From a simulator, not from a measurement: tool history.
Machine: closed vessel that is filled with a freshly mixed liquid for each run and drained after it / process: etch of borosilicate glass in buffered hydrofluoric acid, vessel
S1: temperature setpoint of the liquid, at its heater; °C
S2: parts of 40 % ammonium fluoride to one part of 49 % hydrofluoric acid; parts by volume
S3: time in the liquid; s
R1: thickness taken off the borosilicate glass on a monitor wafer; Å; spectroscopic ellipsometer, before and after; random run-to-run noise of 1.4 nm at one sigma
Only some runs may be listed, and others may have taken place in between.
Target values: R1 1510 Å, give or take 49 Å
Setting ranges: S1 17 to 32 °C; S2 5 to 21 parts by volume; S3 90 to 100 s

{"run": 1, "hour": 0.0, "S1": 24, "S2": 13, "S3": 90, "R1": 972.56}
{"run": 2, "hour": 2.6, "S1": 22.5, "S2": 13, "S3": 90, "R1": 902.8}
{"run": 3, "hour": 3.4, "S1": 22.5, "S2": 13, "S3": 90, "R1": 884.45}
{"run": 4, "hour": 5.0, "S1": 24.5, "S2": 13, "S3": 90, "R1": 991.48}
{"run": 5, "hour": 11.1, "S1": 26, "S2": 13, "S3": 90, "R1": 1084.9}
{"run": 6, "hour": 15.7, "S1": 26, "S2": 16, "S3": 90, "R1": 894.35}
{"run": 7, "hour": 20.0, "S1": 27, "S2": 15.5, "S3": 90, "R1": 964.44}
{"run": 8, "hour": 22.8, "S1": 27, "S2": 15.5, "S3": 90, "R1": 966.61}
{"run": 9, "hour": 28.7, "S1": 28, "S2": 15, "S3": 90, "R1": 1043.4}
{"run": 10, "hour": 33.5, "S1": 29, "S2": 14.5, "S3": 90, "R1": 1138}
{"run": 11, "hour": 36.1, "S1": 29.5, "S2": 14, "S3": 90, "R1": 1213.1}

Exactly one of the 5 candidate moves below puts every result within its allowed miss. Which one?
{"run": "A", "hour": 38.7, "S1": 24, "S2": 7.5, "S3": 90, "R1": "?"}
{"run": "B", "hour": 38.7, "S1": 30.5, "S2": 11.5, "S3": 95, "R1": "?"}
{"run": "C", "hour": 38.7, "S1": 31.5, "S2": 12.5, "S3": 95, "R1": "?"}
{"run": "D", "hour": 38.7, "S1": 28.5, "S2": 10.5, "S3": 90, "R1": "?"}
{"run": "E", "hour": 38.7, "S1": 30.5, "S2": 14, "S3": 95, "R1": "?"}

move=A R1=1643.6
move=B R1=1625.1
move=C R1=1576.1
move=D R1=1518
move=E R1=1339
A: the result that was furthest off in the last run now lies on the other side of its target
B: the result that was furthest off in the last run now lies on the other side of its target
C: the result that was furthest off in the last run now lies on the other side of its target
D: each result inside its tolerance
E: closes in on the targets versus the last run, not all within tolerance yet
Go with D: it meets all targets.
